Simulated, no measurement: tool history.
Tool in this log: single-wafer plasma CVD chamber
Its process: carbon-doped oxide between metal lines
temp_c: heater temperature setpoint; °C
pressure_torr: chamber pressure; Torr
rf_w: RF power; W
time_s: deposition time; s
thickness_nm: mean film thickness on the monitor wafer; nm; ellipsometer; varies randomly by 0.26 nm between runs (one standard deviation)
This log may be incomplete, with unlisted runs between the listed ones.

run,day,temp_c,pressure_torr,rf_w,time_s,thickness_nm
1,0,340,3.79,665,6.99,43.175
2,0.258,336,4.04,685,6.99,44.789
3,0.404,333,4.21,700,6.99,46.202
4,0.6,330,4.33,705,6.99,46.999
5,0.792,330,4.33,705,6.64,44.58
6,0.858,330,4.33,655,6.64,43.126

The next listed run, before its measurement:
7,1.212,328,4.49,685,6.67,?

{"run 7": {"thickness_nm": 44.421}}

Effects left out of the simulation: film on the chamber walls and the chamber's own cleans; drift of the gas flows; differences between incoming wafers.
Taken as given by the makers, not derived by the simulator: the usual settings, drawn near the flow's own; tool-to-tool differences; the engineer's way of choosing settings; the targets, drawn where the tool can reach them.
